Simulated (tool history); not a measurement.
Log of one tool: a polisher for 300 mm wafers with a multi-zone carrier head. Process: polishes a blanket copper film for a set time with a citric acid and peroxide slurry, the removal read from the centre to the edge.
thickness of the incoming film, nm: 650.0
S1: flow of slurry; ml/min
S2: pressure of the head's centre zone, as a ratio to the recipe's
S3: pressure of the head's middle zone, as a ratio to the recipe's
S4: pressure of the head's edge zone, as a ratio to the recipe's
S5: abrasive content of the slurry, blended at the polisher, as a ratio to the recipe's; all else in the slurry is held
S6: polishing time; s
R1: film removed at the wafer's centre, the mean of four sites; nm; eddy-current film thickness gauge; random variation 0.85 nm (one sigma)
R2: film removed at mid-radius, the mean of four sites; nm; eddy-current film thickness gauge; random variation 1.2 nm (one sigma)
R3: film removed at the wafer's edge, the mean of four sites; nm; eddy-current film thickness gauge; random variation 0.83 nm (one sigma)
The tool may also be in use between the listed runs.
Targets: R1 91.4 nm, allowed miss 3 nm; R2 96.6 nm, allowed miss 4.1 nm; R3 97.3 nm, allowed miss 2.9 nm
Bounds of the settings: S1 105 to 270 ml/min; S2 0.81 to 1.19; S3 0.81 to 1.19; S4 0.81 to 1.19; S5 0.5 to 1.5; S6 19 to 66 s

{"run": 1, "hour": 0.0, "S1": 175, "S2": 1, "S3": 1, "S4": 1, "S5": 1, "S6": 42, "R1": 78.241, "R2": 76.767, "R3": 77.613}
{"run": 2, "hour": 2.9, "S1": 180, "S2": 1, "S3": 1.01, "S4": 1.02, "S5": 1.05, "S6": 42, "R1": 78.409, "R2": 80.128, "R3": 80.65}
{"run": 3, "hour": 6.7, "S1": 190, "S2": 1.01, "S3": 1.02, "S4": 1.04, "S5": 1.05, "S6": 42, "R1": 80.5, "R2": 81.291, "R3": 80.04}
{"run": 4, "hour": 8.6, "S1": 190, "S2": 1.01, "S3": 1.02, "S4": 1.04, "S5": 1.2, "S6": 42, "R1": 84.415, "R2": 83.327, "R3": 84.725}
{"run": 5, "hour": 16.3, "S1": 225, "S2": 1.01, "S3": 1.02, "S4": 1.04, "S5": 1.2, "S6": 42, "R1": 87.16, "R2": 86.095, "R3": 86.427}
{"run": 6, "hour": 20.7, "S1": 185, "S2": 1.01, "S3": 1.02, "S4": 1.04, "S5": 1.2, "S6": 42, "R1": 82.606, "R2": 82.586, "R3": 83.609}
{"run": 7, "hour": 25.1, "S1": 195, "S2": 1.01, "S3": 1.03, "S4": 1.05, "S5": 1.25, "S6": 42, "R1": 82.641, "R2": 84.504, "R3": 85.093}
{"run": 8, "hour": 27.9, "S1": 200, "S2": 1.01, "S3": 1.03, "S4": 1.06, "S5": 1.3, "S6": 42, "R1": 85.591, "R2": 85.656, "R3": 87.898}
{"run": 9, "hour": 35.7, "S1": 205, "S2": 1.01, "S3": 1.04, "S4": 1.07, "S5": 1.3, "S6": 42, "R1": 86.499, "R2": 87.494, "R3": 87.171}
{"run": 10, "hour": 36.5, "S1": 205, "S2": 1.01, "S3": 1.04, "S4": 1.07, "S5": 1.3, "S6": 42, "R1": 85.148, "R2": 87.265, "R3": 88.64}
{"run": 11, "hour": 44.4, "S1": 210, "S2": 1.01, "S3": 1.05, "S4": 1.08, "S5": 1.3, "S6": 42, "R1": 86.752, "R2": 88.327, "R3": 87.233}
{"run": 12, "hour": 46.1, "S1": 215, "S2": 1, "S3": 1.05, "S4": 1.08, "S5": 1.35, "S6": 42, "R1": 86.489, "R2": 89.035, "R3": 89.97}
{"run": 13, "hour": 52.7, "S1": 220, "S2": 1, "S3": 1.05, "S4": 1.09, "S5": 1.35, "S6": 42, "R1": 86.614, "R2": 89.363, "R3": 90.966}
{"run": 14, "hour": 59.9, "S1": 225, "S2": 1, "S3": 1.06, "S4": 1.1, "S5": 1.35, "S6": 42, "R1": 87.51, "R2": 91.596, "R3": 89.728}
{"run": 15, "hour": 67.4, "S1": 230, "S2": 1, "S3": 1.06, "S4": 1.1, "S5": 1.35, "S6": 42, "R1": 88.2, "R2": 89.893, "R3": 90.543}

4 next moves are on the table. One of them brings every result within its allowed miss. Which?
{"run": "A", "hour": 74.9, "S1": 270, "S2": 0.96, "S3": 1.04, "S4": 1.08, "S5": 1.05, "S6": 47, "R1": "?", "R2": "?", "R3": "?"}
{"run": "B", "hour": 74.9, "S1": 220, "S2": 0.94, "S3": 1.11, "S4": 1.14, "S5": 1.5, "S6": 43, "R1": "?", "R2": "?", "R3": "?"}
{"run": "C", "hour": 74.9, "S1": 255, "S2": 0.94, "S3": 1.08, "S4": 1.16, "S5": 1.5, "S6": 42, "R1": "?", "R2": "?", "R3": "?"}
{"run": "D", "hour": 74.9, "S1": 215, "S2": 0.88, "S3": 0.86, "S4": 1.19, "S5": 1.5, "S6": 46, "R1": "?", "R2": "?", "R3": "?"}

move=A R1=90.776 R2=96.807 R3=96.23
move=B R1=86.01 R2=99.272 R3=96.449
move=C R1=85.788 R2=96.541 R3=96.48
move=D R1=85.628 R2=85.429 R3=105.6
A: meets every target
B: brings the result that was furthest off to its target, and leaves another outside
C: brings the result that was furthest off to its target, and leaves another outside
D: takes the result that was furthest off past its target
The right move is A.
